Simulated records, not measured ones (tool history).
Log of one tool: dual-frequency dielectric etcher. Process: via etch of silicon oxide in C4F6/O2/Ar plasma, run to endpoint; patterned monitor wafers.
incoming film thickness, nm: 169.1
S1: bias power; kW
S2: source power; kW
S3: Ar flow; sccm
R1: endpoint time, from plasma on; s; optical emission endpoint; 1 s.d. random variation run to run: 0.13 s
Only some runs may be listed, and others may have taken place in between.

run	hour	S1	S2	S3	R1
1	0.0	0.358	0.390	403	44.369
2	6.4	0.358	0.390	448	44.754
3	7.2	0.297	0.390	448	46.875
4	10.8	0.325	0.400	446	45.507
5	12.7	0.285	0.400	446	47.086
6	13.6	0.285	0.440	446	45.396
7	16.4	0.312	0.440	445	44.261
8	21.4	0.384	0.460	442	41.078
9	26.3	0.395	0.460	442	40.865
10	34.3	0.406	0.460	442	40.272
11	41.3	0.414	0.460	442	40.027
12	48.8	0.421	0.460	442	39.808

Run 13 is up next; what results do you expect?
13	53.7	0.427	0.460	442	?

Run 13 measured R1 39.663 s.

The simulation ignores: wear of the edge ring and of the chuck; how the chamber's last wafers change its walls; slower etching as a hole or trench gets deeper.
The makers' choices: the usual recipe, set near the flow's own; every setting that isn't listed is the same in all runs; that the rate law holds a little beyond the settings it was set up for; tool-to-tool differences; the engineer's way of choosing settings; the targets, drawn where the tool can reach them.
